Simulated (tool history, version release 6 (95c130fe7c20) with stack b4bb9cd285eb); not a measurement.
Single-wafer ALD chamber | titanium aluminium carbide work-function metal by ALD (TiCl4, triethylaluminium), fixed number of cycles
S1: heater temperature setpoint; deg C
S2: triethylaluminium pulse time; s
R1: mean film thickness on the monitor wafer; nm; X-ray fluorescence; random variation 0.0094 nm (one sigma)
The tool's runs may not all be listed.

{"run": 1, "day": 0.0, "S1": 290, "S2": 14.2, "R1": 1.9196}
{"run": 2, "day": 0.292, "S1": 290, "S2": 15.74, "R1": 1.9276}
{"run": 3, "day": 0.425, "S1": 288, "S2": 15.53, "R1": 1.915}
{"run": 4, "day": 0.492, "S1": 286, "S2": 15.16, "R1": 1.8949}
{"run": 5, "day": 0.846, "S1": 286, "S2": 16.76, "R1": 1.887}
{"run": 6, "day": 0.871, "S1": 280, "S2": 16.76, "R1": 1.848}
{"run": 7, "day": 1.033, "S1": 280, "S2": 16.76, "R1": 1.8455}
{"run": 8, "day": 1.138, "S1": 279, "S2": 16.65, "R1": 1.8229}

Run 9 comes next. What will it give?
{"run": 9, "day": 1.408, "S1": 278, "S2": 16.6, "R1": "?"}

{"run 9": {"R1": 1.8374}}

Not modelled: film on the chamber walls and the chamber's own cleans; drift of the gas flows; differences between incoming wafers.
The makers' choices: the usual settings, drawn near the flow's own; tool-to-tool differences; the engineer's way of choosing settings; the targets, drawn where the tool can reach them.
